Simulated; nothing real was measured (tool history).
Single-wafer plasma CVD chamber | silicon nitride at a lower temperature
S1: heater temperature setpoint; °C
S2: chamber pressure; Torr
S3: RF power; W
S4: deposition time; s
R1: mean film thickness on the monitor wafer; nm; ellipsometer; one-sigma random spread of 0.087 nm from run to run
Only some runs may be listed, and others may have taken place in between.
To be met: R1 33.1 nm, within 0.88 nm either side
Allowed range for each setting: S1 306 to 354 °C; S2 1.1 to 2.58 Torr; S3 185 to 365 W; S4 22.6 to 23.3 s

run 1 hour=0 | S1=330 S2=1.84 S3=275 S4=22.6 | R1=27.074
run 2 hour=5.8 | S1=330 S2=1.84 S3=235 S4=22.6 | R1=23.062
run 3 hour=14.5 | S1=330 S2=1.62 S3=235 S4=22.6 | R1=22.045
run 4 hour=15.5 | S1=330 S2=1.84 S3=255 S4=22.7 | R1=25.206
run 5 hour=21.3 | S1=330 S2=2.01 S3=265 S4=22.8 | R1=27.087
run 6 hour=23.2 | S1=330 S2=1.78 S3=265 S4=22.8 | R1=26.077
run 7 hour=27.4 | S1=330 S2=1.94 S3=275 S4=22.8 | R1=27.805
-- hour=31.2 thermocouple changed; heater temperature recalibrated
run 8 hour=31.2 | S1=330 S2=2.07 S3=280 S4=22.8 | R1=28.704
run 9 hour=32.4 | S1=330 S2=2.39 S3=325 S4=23.1 | R1=34.707
run 10 hour=34.6 | S1=330 S2=2.34 S3=325 S4=23.1 | R1=34.54

Next run, 4 choices. One meets every target within its allowed miss, the rest don't. Which?
run A hour=36.8 | S1=334 S2=2.25 S3=335 S4=23.3 | R1=?
run B hour=36.8 | S1=328 S2=2.14 S3=325 S4=22.6 | R1=?
run C hour=36.8 | S1=328 S2=2.43 S3=330 S4=23.3 | R1=?
run D hour=36.8 | S1=337 S2=2.28 S3=330 S4=23.3 | R1=?

move=A R1=35.218
move=B R1=32.905
move=C R1=35.577
move=D R1=34.867
A: further off than the last run
B: each result inside its tolerance
C: further off than the last run
D: further off than the last run
The right move is B.
